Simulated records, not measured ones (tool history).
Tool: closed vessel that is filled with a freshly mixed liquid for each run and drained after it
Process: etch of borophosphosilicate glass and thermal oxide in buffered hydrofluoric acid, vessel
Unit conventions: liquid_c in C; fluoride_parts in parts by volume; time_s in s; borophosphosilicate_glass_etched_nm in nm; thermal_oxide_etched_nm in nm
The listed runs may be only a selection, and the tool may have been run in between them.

run	hour	liquid_c	fluoride_parts	time_s	borophosphosilicate_glass_etched_nm	thermal_oxide_etched_nm
1	0	21	13	60	51.844	49.237
2	8.7	21	11.5	60	58.313	55.113
3	12.5	20	12.5	60	51.511	48.119
4	19	20	14	60	45.74	43.157
5	27.3	18.5	14	60	42.16	39.818
6	31	21	14	60	48.381	45.584
7	40	20	14.5	60	44.245	42.141
8	41	19	14.5	60	42.209	39.739
9	42.6	18.5	15	60	39.07	37.23

Predict the results of run 10:
10	51.7	18	15	60	?	?

borophosphosilicate_glass_etched_nm: 38.224 nm
thermal_oxide_etched_nm: 36.23 nm
